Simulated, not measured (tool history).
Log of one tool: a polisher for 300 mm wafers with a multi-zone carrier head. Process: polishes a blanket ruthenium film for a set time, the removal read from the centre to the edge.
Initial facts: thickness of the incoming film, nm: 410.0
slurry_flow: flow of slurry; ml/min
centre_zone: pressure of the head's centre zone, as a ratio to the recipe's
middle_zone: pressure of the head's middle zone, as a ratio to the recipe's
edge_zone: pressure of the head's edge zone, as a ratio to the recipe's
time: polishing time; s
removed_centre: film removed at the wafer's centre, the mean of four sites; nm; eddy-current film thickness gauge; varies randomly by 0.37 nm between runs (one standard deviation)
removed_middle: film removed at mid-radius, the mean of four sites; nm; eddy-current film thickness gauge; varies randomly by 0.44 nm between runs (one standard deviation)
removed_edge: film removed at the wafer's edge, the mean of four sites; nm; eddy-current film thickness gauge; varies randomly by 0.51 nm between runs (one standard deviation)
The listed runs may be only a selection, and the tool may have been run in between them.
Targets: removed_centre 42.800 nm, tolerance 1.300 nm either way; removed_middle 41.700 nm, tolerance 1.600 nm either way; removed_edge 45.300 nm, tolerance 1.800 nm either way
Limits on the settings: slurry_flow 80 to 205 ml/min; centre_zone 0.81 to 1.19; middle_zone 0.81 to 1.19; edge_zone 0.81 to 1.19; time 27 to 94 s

{"run": 1, "hour": 0.0, "slurry_flow": 135, "centre_zone": 1.0, "middle_zone": 1.0, "edge_zone": 1.0, "time": 60, "removed_centre": 83.707, "removed_middle": 83.235, "removed_edge": 86.208}
{"run": 2, "hour": 3.4, "slurry_flow": 130, "centre_zone": 0.98, "middle_zone": 0.97, "edge_zone": 0.97, "time": 52, "removed_centre": 68.532, "removed_middle": 68.313, "removed_edge": 74.185}
{"run": 3, "hour": 5.3, "slurry_flow": 130, "centre_zone": 0.98, "middle_zone": 0.97, "edge_zone": 0.92, "time": 52, "removed_centre": 69.512, "removed_middle": 69.266, "removed_edge": 71.437}
{"run": 4, "hour": 6.8, "slurry_flow": 130, "centre_zone": 0.98, "middle_zone": 0.97, "edge_zone": 0.92, "time": 37, "removed_centre": 49.582, "removed_middle": 48.811, "removed_edge": 51.485}
{"run": 5, "hour": 13.2, "slurry_flow": 125, "centre_zone": 0.97, "middle_zone": 0.96, "edge_zone": 0.9, "time": 36, "removed_centre": 46.536, "removed_middle": 46.807, "removed_edge": 49.833}
{"run": 6, "hour": 21.2, "slurry_flow": 125, "centre_zone": 0.97, "middle_zone": 0.96, "edge_zone": 0.95, "time": 36, "removed_centre": 47.87, "removed_middle": 47.148, "removed_edge": 50.037}
{"run": 7, "hour": 29.2, "slurry_flow": 120, "centre_zone": 0.97, "middle_zone": 0.95, "edge_zone": 0.94, "time": 35, "removed_centre": 45.598, "removed_middle": 45.264, "removed_edge": 48.063}
{"run": 8, "hour": 30.2, "slurry_flow": 115, "centre_zone": 0.97, "middle_zone": 0.94, "edge_zone": 0.94, "time": 35, "removed_centre": 44.933, "removed_middle": 44.501, "removed_edge": 47.975}
{"run": 9, "hour": 33.8, "slurry_flow": 110, "centre_zone": 0.97, "middle_zone": 0.93, "edge_zone": 0.93, "time": 35, "removed_centre": 44.073, "removed_middle": 43.498, "removed_edge": 47.226}
{"run": 10, "hour": 42.5, "slurry_flow": 105, "centre_zone": 0.97, "middle_zone": 0.93, "edge_zone": 0.92, "time": 35, "removed_centre": 44.477, "removed_middle": 43.828, "removed_edge": 48.103}

Which one of the following 5 next-run settings gets every result inside its allowed miss? There is exactly one.
{"run": "A", "hour": 51.2, "slurry_flow": 80, "centre_zone": 0.94, "middle_zone": 0.85, "edge_zone": 0.96, "time": 34, "removed_centre": "?", "removed_middle": "?", "removed_edge": "?"}
{"run": "B", "hour": 51.2, "slurry_flow": 135, "centre_zone": 0.99, "middle_zone": 1.02, "edge_zone": 0.95, "time": 30, "removed_centre": "?", "removed_middle": "?", "removed_edge": "?"}
{"run": "C", "hour": 51.2, "slurry_flow": 80, "centre_zone": 0.84, "middle_zone": 0.89, "edge_zone": 0.98, "time": 41, "removed_centre": "?", "removed_middle": "?", "removed_edge": "?"}
{"run": "D", "hour": 51.2, "slurry_flow": 105, "centre_zone": 1.01, "middle_zone": 0.96, "edge_zone": 0.99, "time": 33, "removed_centre": "?", "removed_middle": "?", "removed_edge": "?"}
{"run": "E", "hour": 51.2, "slurry_flow": 95, "centre_zone": 0.93, "middle_zone": 0.92, "edge_zone": 0.9, "time": 34, "removed_centre": "?", "removed_middle": "?", "removed_edge": "?"}

move=A removed_centre=39.201 removed_middle=37.905 removed_edge=44.977
move=B removed_centre=40.895 removed_middle=41.569 removed_edge=42.295
move=C removed_centre=42.211 removed_middle=47.077 removed_edge=54.549
move=D removed_centre=43.596 removed_middle=41.993 removed_edge=45.673
move=E removed_centre=40.411 removed_middle=41.296 removed_edge=45.171
A: the worst result of the last run now meets its target, but another is out of spec
B: takes the result that was furthest off past its target
C: its largest miss is bigger than the last run's
D: every result within its allowed miss
E: the worst result of the last run now meets its target, but another is out of spec
So the answer is move D, the one that meets all the targets.
